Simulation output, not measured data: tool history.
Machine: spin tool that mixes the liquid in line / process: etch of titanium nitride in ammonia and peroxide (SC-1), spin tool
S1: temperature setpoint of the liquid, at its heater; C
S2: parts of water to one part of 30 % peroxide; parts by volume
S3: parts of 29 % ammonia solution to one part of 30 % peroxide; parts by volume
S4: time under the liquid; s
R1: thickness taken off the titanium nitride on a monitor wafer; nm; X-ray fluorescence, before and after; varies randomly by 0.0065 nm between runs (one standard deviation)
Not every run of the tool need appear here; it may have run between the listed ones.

run  hour    S1   S2   S3  S4      R1
  1   0.0  50.0  9.5  0.7  35  2.3849
  2   8.2  49.5  9.5  0.7  35  2.3053
  3  14.3  49.0  9.5  0.7  35  2.2286
  4  23.1  54.0  9.5  0.7  35  3.1470
  5  31.9  53.0  9.5  0.7  35  2.9590
  6  35.4  53.0  9.5  0.9  35  3.0848
  7  38.2  52.0  9.5  0.9  35  2.8631

Run 8 is up next; what results do you expect?
  8  46.3  51.0  9.5  0.9  35   ?

Run 8 came out at R1 2.6810 nm.

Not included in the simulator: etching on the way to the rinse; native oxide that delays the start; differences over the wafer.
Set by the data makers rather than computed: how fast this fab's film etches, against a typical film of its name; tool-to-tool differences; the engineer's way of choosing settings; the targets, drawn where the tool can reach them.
